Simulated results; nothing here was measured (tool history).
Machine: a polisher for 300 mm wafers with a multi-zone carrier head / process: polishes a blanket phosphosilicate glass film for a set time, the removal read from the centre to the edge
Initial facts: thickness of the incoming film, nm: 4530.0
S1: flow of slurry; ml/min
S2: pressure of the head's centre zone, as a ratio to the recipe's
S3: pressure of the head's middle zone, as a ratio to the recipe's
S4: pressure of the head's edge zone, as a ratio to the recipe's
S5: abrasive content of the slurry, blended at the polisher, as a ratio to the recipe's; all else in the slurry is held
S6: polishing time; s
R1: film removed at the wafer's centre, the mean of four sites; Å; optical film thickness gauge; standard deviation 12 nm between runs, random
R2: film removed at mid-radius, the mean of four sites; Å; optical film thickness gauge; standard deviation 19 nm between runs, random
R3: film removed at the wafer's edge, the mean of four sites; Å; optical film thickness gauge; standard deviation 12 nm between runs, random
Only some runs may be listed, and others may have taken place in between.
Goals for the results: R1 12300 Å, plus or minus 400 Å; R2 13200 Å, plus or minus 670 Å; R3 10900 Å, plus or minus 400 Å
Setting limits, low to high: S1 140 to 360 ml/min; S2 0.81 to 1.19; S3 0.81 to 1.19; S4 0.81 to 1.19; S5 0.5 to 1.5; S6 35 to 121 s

| run | hour | S1 | S2 | S3 | S4 | S5 | S6 | R1 | R2 | R3 |
|---|---|---|---|---|---|---|---|---|---|---|
| 1 | 0 | 230 | 1 | 1 | 1 | 1 | 78 | 6914.4 | 7128.9 | 7065.7 |
| 2 | 3.8 | 245 | 1.04 | 1.06 | 1 | 1.15 | 83 | 8052.6 | 8615.2 | 7928.1 |
| 3 | 9.7 | 245 | 1.04 | 1.06 | 0.93 | 1.15 | 83 | 8009.1 | 8479.6 | 7761.4 |
| 4 | 13.9 | 255 | 1.08 | 1.09 | 0.95 | 1.25 | 87 | 8902.5 | 9510.2 | 8346.8 |
| 5 | 22.7 | 260 | 1.1 | 1.1 | 0.96 | 1.35 | 92 | 9867.5 | 10240 | 9038.7 |
| 6 | 31.3 | 265 | 1.11 | 1.12 | 0.96 | 1.4 | 96 | 10649 | 11170 | 9556.1 |
| 7 | 32.3 | 270 | 1.11 | 1.13 | 0.97 | 1.45 | 99 | 11199 | 12030 | 10127 |
| 8 | 36.5 | 275 | 1.12 | 1.14 | 0.98 | 1.45 | 100 | 11263 | 11984 | 10453 |
| 9 | 37.3 | 275 | 1.12 | 1.14 | 0.98 | 1.45 | 100 | 11387 | 12231 | 10271 |

Of the 4 settings listed for the next run, only one would bring every result within its allowed miss of target. Which one?
| A | 38.1 | 285 | 0.92 | 1.13 | 1.03 | 1.4 | 111 | ? | ? | ? |
| B | 38.1 | 275 | 0.99 | 1.12 | 1.08 | 1.45 | 102 | ? | ? | ? |
| C | 38.1 | 300 | 1.14 | 1.19 | 1 | 1.45 | 106 | ? | ? | ? |
| D | 38.1 | 285 | 1.1 | 1.13 | 1.03 | 1.4 | 92 | ? | ? | ? |

| move | R1 | R2 | R3 |
|---|---|---|---|
| A | 10431 | 13056 | 11740 |
| B | 10359 | 11963 | 11117 |
| C | 12557 | 13242 | 11209 |
| D | 10331 | 10811 | 9730.3 |
A: misses by more than the last run did
B: misses by more than the last run did
C: all results in spec
D: misses by more than the last run did
Move C is the one to make.
